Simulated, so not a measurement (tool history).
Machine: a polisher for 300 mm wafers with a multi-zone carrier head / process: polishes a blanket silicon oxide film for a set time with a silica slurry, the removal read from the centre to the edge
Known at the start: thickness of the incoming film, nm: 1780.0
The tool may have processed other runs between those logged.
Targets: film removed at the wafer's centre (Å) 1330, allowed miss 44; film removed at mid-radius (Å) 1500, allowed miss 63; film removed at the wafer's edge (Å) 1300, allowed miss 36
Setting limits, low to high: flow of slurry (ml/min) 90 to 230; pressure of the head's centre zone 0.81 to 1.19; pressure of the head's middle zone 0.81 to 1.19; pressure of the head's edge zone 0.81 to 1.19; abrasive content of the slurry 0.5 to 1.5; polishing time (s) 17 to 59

run,hour,flow of slurry (ml/min),pressure of the head's centre zone,pressure of the head's middle zone,pressure of the head's edge zone,abrasive content of the slurry,polishing time (s),film removed at the wafer's centre (Å),film removed at mid-radius (Å),film removed at the wafer's edge (Å)
1,0,150,1,1,1,1,38,933.87,986.83,910.89
2,8.9,150,0.93,1,1,1,38,864.29,955.5,897.13
3,14.3,150,0.93,1.06,1,1,38,859.64,1022.8,901
4,21.9,160,0.97,1.08,1.05,1.15,38,967.27,1108.4,988.62
5,29.3,165,0.99,1.11,1.08,1.25,39,1065.3,1205.4,1064.4
6,35.7,165,0.99,1.11,1,1.25,39,1038.3,1219.2,1044.8
7,38.1,175,1,1.12,1.02,1.35,40,1107.8,1266.1,1104.5
8,44.2,175,1.01,1.13,1.04,1.4,41,1202.9,1363.8,1152.2
9,53.1,180,1,1.13,1.07,1.45,42,1245.8,1443.9,1206.4
10,61.3,175,0.99,1.11,1.09,1.45,43,1249.9,1433.8,1259.4
11,62.4,180,1,1.12,1.1,1.45,43,1244.7,1473.6,1262.7
12,64.2,180,1.02,1.12,1.11,1.45,43,1277.6,1481,1277.8

Next run, 4 choices. One meets every target within its allowed miss, the rest don't. Which?
A,66,155,0.95,1.12,1.06,1.35,47,?,?,?
B,66,175,1.08,1.19,1.05,1.5,42,?,?,?
C,66,200,1.07,1.19,1.04,1.45,42,?,?,?
D,66,150,1.01,1.11,1.03,1.2,50,?,?,?

move,film removed at the wafer's centre (Å),film removed at mid-radius (Å),film removed at the wafer's edge (Å)
A,1227.8,1504.2,1302.1
B,1332.2,1505,1224.2
C,1335.8,1519.4,1224.5
D,1316.4,1505.6,1302.8
A: misses by more than the last run did
B: puts the biggest miss on target and leaves a different result outside tolerance
C: puts the biggest miss on target and leaves a different result outside tolerance
D: hits every target within its allowed miss
D is the move that brings every result within its allowed miss.
